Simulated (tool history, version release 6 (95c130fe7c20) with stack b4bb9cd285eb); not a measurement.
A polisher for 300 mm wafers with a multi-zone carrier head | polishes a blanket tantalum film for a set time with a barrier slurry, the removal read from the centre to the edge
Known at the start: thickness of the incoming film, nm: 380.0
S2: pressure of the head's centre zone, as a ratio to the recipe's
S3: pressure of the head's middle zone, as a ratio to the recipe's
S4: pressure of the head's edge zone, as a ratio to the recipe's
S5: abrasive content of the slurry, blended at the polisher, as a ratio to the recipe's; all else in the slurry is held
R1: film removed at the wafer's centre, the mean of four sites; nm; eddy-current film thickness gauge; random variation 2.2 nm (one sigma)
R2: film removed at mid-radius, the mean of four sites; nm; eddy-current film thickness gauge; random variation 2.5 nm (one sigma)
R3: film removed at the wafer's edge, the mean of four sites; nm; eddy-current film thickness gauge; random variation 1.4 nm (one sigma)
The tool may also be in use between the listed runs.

run 1 hour=0 | flow_of_slurry_(ml/min)=135 S2=1 S3=1 S4=1 S5=1 polishing_time_(s)=77 | R1=141.71 R2=141.95 R3=140.52
run 2 hour=4.1 | flow_of_slurry_(ml/min)=160 S2=1 S3=1 S4=1 S5=1 polishing_time_(s)=77 | R1=151.23 R2=147.81 R3=141.96
run 3 hour=7.1 | flow_of_slurry_(ml/min)=165 S2=1.04 S3=0.99 S4=1.03 S5=1.1 polishing_time_(s)=77 | R1=161.6 R2=150.12 R3=152.34
run 4 hour=11.7 | flow_of_slurry_(ml/min)=175 S2=1.07 S3=1 S4=1.04 S5=1.15 polishing_time_(s)=77 | R1=174.22 R2=157.8 R3=153.56
run 5 hour=13 | flow_of_slurry_(ml/min)=175 S2=1.07 S3=1 S4=1.04 S5=1.35 polishing_time_(s)=77 | R1=179.97 R2=167.62 R3=163.91
run 6 hour=19.3 | flow_of_slurry_(ml/min)=175 S2=1.07 S3=1 S4=1.04 S5=1.15 polishing_time_(s)=77 | R1=169.61 R2=155.99 R3=155.26
run 7 hour=22 | flow_of_slurry_(ml/min)=180 S2=1.1 S3=1 S4=1.04 S5=1.2 polishing_time_(s)=77 | R1=178.19 R2=162.15 R3=157.05
run 8 hour=28.2 | flow_of_slurry_(ml/min)=180 S2=1.1 S3=1 S4=1.04 S5=1.2 polishing_time_(s)=77 | R1=176.74 R2=166.41 R3=157.66
run 9 hour=29.4 | flow_of_slurry_(ml/min)=185 S2=1.13 S3=0.96 S4=1.04 S5=1.2 polishing_time_(s)=77 | R1=184.55 R2=160.34 R3=156.83
run 10 hour=29.9 | flow_of_slurry_(ml/min)=190 S2=1.14 S3=0.95 S4=1.06 S5=1.2 polishing_time_(s)=77 | R1=187.91 R2=158.24 R3=163.02
run 11 hour=38 | flow_of_slurry_(ml/min)=190 S2=1.14 S3=0.95 S4=1.06 S5=1.2 polishing_time_(s)=77 | R1=186.48 R2=156.75 R3=160.78

The next listed run, before its measurement:
run 12 hour=44.7 | flow_of_slurry_(ml/min)=195 S2=1.15 S3=0.95 S4=1.07 S5=1.2 polishing_time_(s)=77 | R1=? R2=? R3=?

Run 12 gave R1 193.85 nm, R2 155.49 nm, R3 161.07 nm.
